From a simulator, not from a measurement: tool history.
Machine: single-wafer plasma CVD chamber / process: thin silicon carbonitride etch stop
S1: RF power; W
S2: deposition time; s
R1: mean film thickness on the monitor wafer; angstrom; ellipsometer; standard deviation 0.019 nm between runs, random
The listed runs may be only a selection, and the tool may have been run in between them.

run    day   S1    S2      R1
  1  0.000  210  8.56  47.080
  2  0.088  200  8.46  45.322
  3  0.412  200  9.27  50.054
  4  0.771  190  9.10  47.719
     1.088  -- RF generator calibrated
  5  1.088  210  9.10  51.701
  6  1.188  210  8.52  48.427
  7  1.517  205  8.50  47.657

What will run 8 give?
  8  1.779  200  8.46   ?

{"run 8": {"R1": 46.669}}

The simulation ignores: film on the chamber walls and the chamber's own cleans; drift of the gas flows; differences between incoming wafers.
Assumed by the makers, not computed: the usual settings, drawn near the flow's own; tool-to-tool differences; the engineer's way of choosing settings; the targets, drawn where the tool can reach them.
